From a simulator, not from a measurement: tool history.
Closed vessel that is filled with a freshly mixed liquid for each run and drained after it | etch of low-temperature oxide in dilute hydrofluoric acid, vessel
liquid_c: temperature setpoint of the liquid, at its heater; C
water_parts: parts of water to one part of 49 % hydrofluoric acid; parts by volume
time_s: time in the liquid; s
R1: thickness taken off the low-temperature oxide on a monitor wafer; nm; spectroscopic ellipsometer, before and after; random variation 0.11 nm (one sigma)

{"run": 1, "hour": 0.0, "liquid_c": 22.0, "water_parts": 60, "time_s": 85, "R1": 49.295}
{"run": 2, "hour": 8.7, "liquid_c": 19.0, "water_parts": 60, "time_s": 85, "R1": 43.741}
{"run": 3, "hour": 10.6, "liquid_c": 19.0, "water_parts": 60, "time_s": 95, "R1": 49.238}
{"run": 4, "hour": 16.3, "liquid_c": 18.5, "water_parts": 70, "time_s": 95, "R1": 40.557}
{"run": 5, "hour": 19.9, "liquid_c": 22.0, "water_parts": 70, "time_s": 95, "R1": 47.228}
{"run": 6, "hour": 20.9, "liquid_c": 22.0, "water_parts": 70, "time_s": 95, "R1": 46.918}
{"run": 7, "hour": 26.3, "liquid_c": 20.5, "water_parts": 75, "time_s": 95, "R1": 41.268}
{"run": 8, "hour": 31.8, "liquid_c": 19.5, "water_parts": 80, "time_s": 95, "R1": 36.576}
{"run": 9, "hour": 35.7, "liquid_c": 19.0, "water_parts": 85, "time_s": 95, "R1": 33.588}

Forecast run 10:
{"run": 10, "hour": 40.9, "liquid_c": 18.5, "water_parts": 90, "time_s": 95, "R1": "?"}

Run 10 gave R1 30.883 nm.
